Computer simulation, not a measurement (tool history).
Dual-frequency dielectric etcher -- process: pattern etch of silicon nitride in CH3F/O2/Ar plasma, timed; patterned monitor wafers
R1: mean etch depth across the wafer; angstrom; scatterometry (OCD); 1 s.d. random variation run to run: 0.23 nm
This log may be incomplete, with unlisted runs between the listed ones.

Run 1, day 0.000: source power (W) 480, bias power (W) 78, etch time (s) 84.5. Result: R1 720.79 angstrom.
Run 2, day 0.096: source power (W) 440, bias power (W) 75, etch time (s) 84.5. Result: R1 683.23 angstrom.
Run 3, day 0.421: source power (W) 410, bias power (W) 74, etch time (s) 84.5. Result: R1 657.21 angstrom.
Run 4, day 0.754: source power (W) 410, bias power (W) 82, etch time (s) 84.5. Result: R1 694.61 angstrom.
Run 5, day 1.029: source power (W) 380, bias power (W) 80, etch time (s) 84.5. Result: R1 676.71 angstrom.
Run 6, day 1.375: source power (W) 380, bias power (W) 85, etch time (s) 84.5. Result: R1 698.45 angstrom.
Run 7, day 1.471: source power (W) 360, bias power (W) 82, etch time (s) 84.5. Result: R1 667.79 angstrom.
Run 8, day 1.600: source power (W) 360, bias power (W) 82, etch time (s) 84.5. Result: R1 664.31 angstrom.
Run 9, day 1.717: source power (W) 340, bias power (W) 81, etch time (s) 84.5. Result: R1 653.91 angstrom.

What does the tool deliver on the next run?
Run 10, day 1.825: source power (W) 330, bias power (W) 80, etch time (s) 84.5. Result: R1 ?.

{"run 10": {"R1": 639.6}}
